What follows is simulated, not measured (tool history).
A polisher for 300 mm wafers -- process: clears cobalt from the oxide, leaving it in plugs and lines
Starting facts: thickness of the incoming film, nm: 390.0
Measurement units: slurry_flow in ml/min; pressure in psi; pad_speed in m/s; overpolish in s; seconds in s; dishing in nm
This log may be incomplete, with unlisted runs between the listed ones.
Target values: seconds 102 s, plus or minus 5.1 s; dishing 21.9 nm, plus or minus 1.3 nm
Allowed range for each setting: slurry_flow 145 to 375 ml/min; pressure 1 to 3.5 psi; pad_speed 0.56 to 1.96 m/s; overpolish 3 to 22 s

Run 1, day 0: slurry_flow 240 ml/min, pressure 2.2 psi, pad_speed 1.26 m/s, overpolish 11 s. Result: seconds 56.303 s, dishing 42.134 nm.
Run 2, day 0.146: slurry_flow 240 ml/min, pressure 1.9 psi, pad_speed 1.26 m/s, overpolish 11 s. Result: seconds 64.611 s, dishing 37.779 nm.
Run 3, day 0.342: slurry_flow 240 ml/min, pressure 1.8 psi, pad_speed 1.24 m/s, overpolish 10 s. Result: seconds 68.021 s, dishing 34.478 nm.
Run 4, day 0.408: slurry_flow 240 ml/min, pressure 1.8 psi, pad_speed 1.42 m/s, overpolish 10 s. Result: seconds 59.374 s, dishing 38.01 nm.
Run 5, day 0.621: slurry_flow 240 ml/min, pressure 2.1 psi, pad_speed 1.42 m/s, overpolish 10 s. Result: seconds 52.63 s, dishing 42.136 nm.
Run 6, day 0.862: slurry_flow 240 ml/min, pressure 2.1 psi, pad_speed 1.42 m/s, overpolish 5 s. Result: seconds 53.327 s, dishing 26.767 nm.
Run 7, day 0.892: slurry_flow 240 ml/min, pressure 1.9 psi, pad_speed 1.38 m/s, overpolish 5 s. Result: seconds 58.86 s, dishing 23.294 nm.
Run 8, day 1.079: slurry_flow 240 ml/min, pressure 1.7 psi, pad_speed 1.34 m/s, overpolish 6 s. Result: seconds 68.755 s, dishing 24.169 nm.
Run 9, day 1.396: slurry_flow 240 ml/min, pressure 1.6 psi, pad_speed 1.32 m/s, overpolish 6 s. Result: seconds 72.785 s, dishing 23.506 nm.
Run 10, day 1.704: slurry_flow 240 ml/min, pressure 1.5 psi, pad_speed 1.3 m/s, overpolish 6 s. Result: seconds 78.95 s, dishing 20.853 nm.

Pick the move, out of 5, that brings all results within their allowed miss; only one does.
Run A, day 2.012: slurry_flow 225 ml/min, pressure 1.3 psi, pad_speed 1.02 m/s, overpolish 8 s. Result: seconds ?, dishing ?.
Run B, day 2.012: slurry_flow 185 ml/min, pressure 1.2 psi, pad_speed 1.24 m/s, overpolish 8 s. Result: seconds ?, dishing ?.
Run C, day 2.012: slurry_flow 250 ml/min, pressure 1.2 psi, pad_speed 1.06 m/s, overpolish 9 s. Result: seconds ?, dishing ?.
Run D, day 2.012: slurry_flow 210 ml/min, pressure 1.2 psi, pad_speed 1.12 m/s, overpolish 9 s. Result: seconds ?, dishing ?.
Run E, day 2.012: slurry_flow 210 ml/min, pressure 1.2 psi, pad_speed 1.1 m/s, overpolish 9 s. Result: seconds ?, dishing ?.

move  seconds  dishing
   A   115.17   20.097
   B   104.26   21.813
   C    118.9   21.585
   D   114.07   22.325
   E   116.07   22.012
A: carries the result that was furthest off beyond its target, to the other side
B: every result within its allowed miss
C: carries the result that was furthest off beyond its target, to the other side
D: carries the result that was furthest off beyond its target, to the other side
E: carries the result that was furthest off beyond its target, to the other side
B is the move that brings every result within its allowed miss.

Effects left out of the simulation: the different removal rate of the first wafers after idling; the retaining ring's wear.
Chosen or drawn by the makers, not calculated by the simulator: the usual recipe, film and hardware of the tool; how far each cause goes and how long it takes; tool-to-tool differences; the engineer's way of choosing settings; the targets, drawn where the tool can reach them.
